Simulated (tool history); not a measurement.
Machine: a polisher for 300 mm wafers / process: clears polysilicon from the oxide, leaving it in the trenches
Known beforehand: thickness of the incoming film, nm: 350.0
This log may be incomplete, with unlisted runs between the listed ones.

run,hour,flow of slurry (ml/min),pressure of the wafer on the pad (kPa),speed of the pad under the wafer (m/s),overpolish time after the end point (s),time until the end point was called (s),dishing of a wide line in a test structure (Å)
1,0.0,200,14.5,0.84,8,41.797,289.26
2,1.6,250,14.5,0.84,8,40.188,291.98
3,9.7,250,13.1,0.84,8,44.938,283.77
4,14.2,250,13.1,0.84,11,45.096,316.89
5,16.2,250,13.1,0.84,13,44.839,325.12
6,18.9,235,13.8,0.80,11,44.866,315.03

Run 7 comes next. What will it give?
7,19.7,245,13.1,0.84,9,?,?

time until the end point was called (s): 43.992
dishing of a wide line in a test structure (Å): 299.75

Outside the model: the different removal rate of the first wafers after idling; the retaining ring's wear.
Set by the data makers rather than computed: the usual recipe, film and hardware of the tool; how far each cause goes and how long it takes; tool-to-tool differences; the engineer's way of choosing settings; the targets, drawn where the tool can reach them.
